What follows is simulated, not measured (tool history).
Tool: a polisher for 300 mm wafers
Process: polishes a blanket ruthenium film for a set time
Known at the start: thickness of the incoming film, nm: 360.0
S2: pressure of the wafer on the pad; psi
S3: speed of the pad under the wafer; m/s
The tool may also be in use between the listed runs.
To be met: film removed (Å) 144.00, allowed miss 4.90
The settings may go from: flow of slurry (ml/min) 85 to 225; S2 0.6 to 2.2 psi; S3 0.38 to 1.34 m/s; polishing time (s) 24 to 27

Run 1, hour 0.0: flow of slurry (ml/min) 145, S2 1.4 psi, S3 0.86 m/s, polishing time (s) 27. Result: film removed (Å) 177.23.
Run 2, hour 6.7: flow of slurry (ml/min) 140, S2 1.3 psi, S3 0.86 m/s, polishing time (s) 27. Result: film removed (Å) 162.95.
Run 3, hour 9.4: flow of slurry (ml/min) 140, S2 1.6 psi, S3 0.86 m/s, polishing time (s) 27. Result: film removed (Å) 197.77.
Run 4, hour 13.5: flow of slurry (ml/min) 170, S2 1.6 psi, S3 0.86 m/s, polishing time (s) 27. Result: film removed (Å) 205.67.
Run 5, hour 19.5: flow of slurry (ml/min) 170, S2 1.6 psi, S3 0.66 m/s, polishing time (s) 27. Result: film removed (Å) 161.42.
Run 6, hour 28.4: flow of slurry (ml/min) 165, S2 1.6 psi, S3 0.66 m/s, polishing time (s) 27. Result: film removed (Å) 157.56.
Run 7, hour 30.2: flow of slurry (ml/min) 160, S2 1.6 psi, S3 0.66 m/s, polishing time (s) 27. Result: film removed (Å) 159.13.
Run 8, hour 33.4: flow of slurry (ml/min) 155, S2 1.6 psi, S3 0.66 m/s, polishing time (s) 27. Result: film removed (Å) 157.10.
Run 9, hour 41.2: flow of slurry (ml/min) 155, S2 1.6 psi, S3 0.66 m/s, polishing time (s) 27. Result: film removed (Å) 157.29.

5 next moves are on the table. One of them brings every result within its allowed miss. Which?
Run A, hour 49.0: flow of slurry (ml/min) 145, S2 1.7 psi, S3 0.70 m/s, polishing time (s) 27. Result: film removed (Å) ?.
Run B, hour 49.0: flow of slurry (ml/min) 160, S2 1.7 psi, S3 0.68 m/s, polishing time (s) 27. Result: film removed (Å) ?.
Run C, hour 49.0: flow of slurry (ml/min) 135, S2 1.8 psi, S3 0.64 m/s, polishing time (s) 26. Result: film removed (Å) ?.
Run D, hour 49.0: flow of slurry (ml/min) 150, S2 1.7 psi, S3 0.70 m/s, polishing time (s) 25. Result: film removed (Å) ?.
Run E, hour 49.0: flow of slurry (ml/min) 150, S2 1.2 psi, S3 0.84 m/s, polishing time (s) 26. Result: film removed (Å) ?.

move  film removed (Å)
   A            173.20
   B            171.51
   C            159.48
   D            161.41
   E            142.78
A: further off than the last run
B: further off than the last run
C: further off than the last run
D: further off than the last run
E: meets every target
Answer: E

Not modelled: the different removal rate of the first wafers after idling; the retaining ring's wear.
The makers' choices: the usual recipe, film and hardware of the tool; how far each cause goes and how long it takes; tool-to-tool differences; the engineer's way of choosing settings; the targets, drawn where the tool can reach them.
